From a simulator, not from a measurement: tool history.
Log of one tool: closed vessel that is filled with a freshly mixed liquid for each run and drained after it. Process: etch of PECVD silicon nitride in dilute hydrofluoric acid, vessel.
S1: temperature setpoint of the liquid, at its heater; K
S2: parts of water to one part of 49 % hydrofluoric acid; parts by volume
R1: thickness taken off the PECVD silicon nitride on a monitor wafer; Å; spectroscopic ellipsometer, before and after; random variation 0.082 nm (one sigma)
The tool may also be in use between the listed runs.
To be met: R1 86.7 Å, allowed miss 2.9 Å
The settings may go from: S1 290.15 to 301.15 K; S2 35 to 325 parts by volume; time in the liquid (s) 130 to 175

Run 1, hour 0: S1 293.15 K, S2 180 parts by volume, time in the liquid (s) 175. Result: R1 44.882 Å.
Run 2, hour 6.4: S1 294.65 K, S2 175 parts by volume, time in the liquid (s) 175. Result: R1 49.89 Å.
Run 3, hour 11.8: S1 297.15 K, S2 175 parts by volume, time in the liquid (s) 175. Result: R1 58.694 Å.
Run 4, hour 15.5: S1 297.15 K, S2 175 parts by volume, time in the liquid (s) 175. Result: R1 58.9 Å.
Run 5, hour 18.8: S1 298.15 K, S2 170 parts by volume, time in the liquid (s) 175. Result: R1 64.801 Å.
Run 6, hour 24.1: S1 298.65 K, S2 165 parts by volume, time in the liquid (s) 175. Result: R1 67.868 Å.
Run 7, hour 32.9: S1 299.15 K, S2 160 parts by volume, time in the liquid (s) 175. Result: R1 72.819 Å.
Run 8, hour 35.3: S1 299.65 K, S2 160 parts by volume, time in the liquid (s) 175. Result: R1 74.634 Å.
Run 9, hour 42.6: S1 300.15 K, S2 160 parts by volume, time in the liquid (s) 175. Result: R1 76.728 Å.
Run 10, hour 50.5: S1 301.15 K, S2 145 parts by volume, time in the liquid (s) 175. Result: R1 90.724 Å.

5 next moves are on the table. One of them brings every result within its allowed miss. Which?
Run A, hour 58.4: S1 300.65 K, S2 110 parts by volume, time in the liquid (s) 130. Result: R1 ?.
Run B, hour 58.4: S1 300.15 K, S2 125 parts by volume, time in the liquid (s) 165. Result: R1 ?.
Run C, hour 58.4: S1 300.15 K, S2 125 parts by volume, time in the liquid (s) 170. Result: R1 ?.
Run D, hour 58.4: S1 300.15 K, S2 130 parts by volume, time in the liquid (s) 175. Result: R1 ?.
Run E, hour 58.4: S1 301.15 K, S2 125 parts by volume, time in the liquid (s) 135. Result: R1 ?.

move      R1
   A  85.516
   B  92.532
   C  95.336
   D  94.367
   E  80.654
A: meets every target
B: further off than the last run
C: further off than the last run
D: further off than the last run
E: takes the result that was furthest off past its target
Move A is the one to make.
